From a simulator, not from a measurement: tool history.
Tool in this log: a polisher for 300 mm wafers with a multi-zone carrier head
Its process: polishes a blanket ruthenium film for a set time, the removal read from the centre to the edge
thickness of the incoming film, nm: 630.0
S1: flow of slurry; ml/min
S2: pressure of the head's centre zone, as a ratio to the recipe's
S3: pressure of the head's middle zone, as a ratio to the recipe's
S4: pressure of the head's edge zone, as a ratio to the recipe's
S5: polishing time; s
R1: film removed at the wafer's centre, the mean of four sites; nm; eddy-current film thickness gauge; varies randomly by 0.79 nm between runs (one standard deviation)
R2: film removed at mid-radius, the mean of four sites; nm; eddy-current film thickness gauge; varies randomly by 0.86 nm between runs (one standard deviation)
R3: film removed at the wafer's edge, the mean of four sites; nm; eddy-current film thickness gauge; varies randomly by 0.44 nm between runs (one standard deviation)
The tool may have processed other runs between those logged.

{"run": 1, "hour": 0.0, "S1": 290, "S2": 1, "S3": 1, "S4": 1, "S5": 84, "R1": 87.827, "R2": 84.562, "R3": 83.623}
{"run": 2, "hour": 4.1, "S1": 265, "S2": 1, "S3": 1, "S4": 1, "S5": 84, "R1": 86.174, "R2": 84.11, "R3": 83.537}
{"run": 3, "hour": 8.9, "S1": 265, "S2": 1, "S3": 0.95, "S4": 1, "S5": 84, "R1": 85.859, "R2": 82.945, "R3": 84.338}
{"run": 4, "hour": 10.2, "S1": 265, "S2": 1, "S3": 0.95, "S4": 1, "S5": 65, "R1": 66.292, "R2": 63.126, "R3": 66.052}
{"run": 5, "hour": 11.1, "S1": 270, "S2": 1, "S3": 0.99, "S4": 0.99, "S5": 66, "R1": 68.498, "R2": 65.729, "R3": 65.442}
{"run": 6, "hour": 19.0, "S1": 270, "S2": 1, "S3": 0.99, "S4": 0.99, "S5": 57, "R1": 58.847, "R2": 58.167, "R3": 57.203}
{"run": 7, "hour": 20.1, "S1": 275, "S2": 1.01, "S3": 1.02, "S4": 1, "S5": 60, "R1": 61.572, "R2": 61.914, "R3": 60.636}

What does the tool deliver on the next run?
{"run": 8, "hour": 23.6, "S1": 280, "S2": 1.03, "S3": 1.05, "S4": 1, "S5": 62, "R1": "?", "R2": "?", "R3": "?"}

Run 8 yielded R1 65.773 nm, R2 64.207 nm, R3 62.834 nm.
